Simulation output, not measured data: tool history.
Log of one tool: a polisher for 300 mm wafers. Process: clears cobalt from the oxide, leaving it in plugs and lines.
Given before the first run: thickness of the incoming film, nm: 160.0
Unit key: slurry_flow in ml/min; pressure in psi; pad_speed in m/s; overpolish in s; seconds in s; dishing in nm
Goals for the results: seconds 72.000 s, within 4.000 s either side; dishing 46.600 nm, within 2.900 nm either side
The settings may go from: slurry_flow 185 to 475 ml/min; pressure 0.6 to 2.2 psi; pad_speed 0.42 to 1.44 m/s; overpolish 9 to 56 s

run,hour,slurry_flow,pressure,pad_speed,overpolish,seconds,dishing
1,0.0,305,1.4,0.92,29,45.998,59.584
2,3.3,305,1.4,1.08,29,41.558,63.125
3,4.1,305,1.4,1.26,29,36.945,67.092
4,9.0,305,1.7,1.26,29,31.041,70.395
5,17.3,305,1.7,1.26,35,31.503,77.378
6,24.9,305,1.7,1.06,35,35.316,71.921
7,26.3,300,1.4,0.98,31,44.288,62.472
8,30.3,300,1.2,0.94,29,50.033,55.346
9,39.1,300,1.0,0.90,30,58.379,51.730
10,44.3,300,0.9,0.88,30,64.992,51.230
11,52.6,300,0.9,0.88,29,61.898,48.734

Consider the 4 candidate settings below. Which is the only one whose results all fall within their allowed miss of target?
A,60.9,315,0.6,0.90,43,?,?
B,60.9,345,0.6,0.86,47,?,?
C,60.9,410,0.6,0.98,36,?,?
D,60.9,335,1.0,0.66,31,?,?

move,seconds,dishing
A,79.077,54.054
B,81.020,56.313
C,73.404,50.501
D,71.365,46.466
A: takes the biggest miss from the last run beyond its target
B: takes the biggest miss from the last run beyond its target
C: corrects the largest miss of the last run, while another result sits out of spec
D: every result within its allowed miss
D is the move that brings every result within its allowed miss.

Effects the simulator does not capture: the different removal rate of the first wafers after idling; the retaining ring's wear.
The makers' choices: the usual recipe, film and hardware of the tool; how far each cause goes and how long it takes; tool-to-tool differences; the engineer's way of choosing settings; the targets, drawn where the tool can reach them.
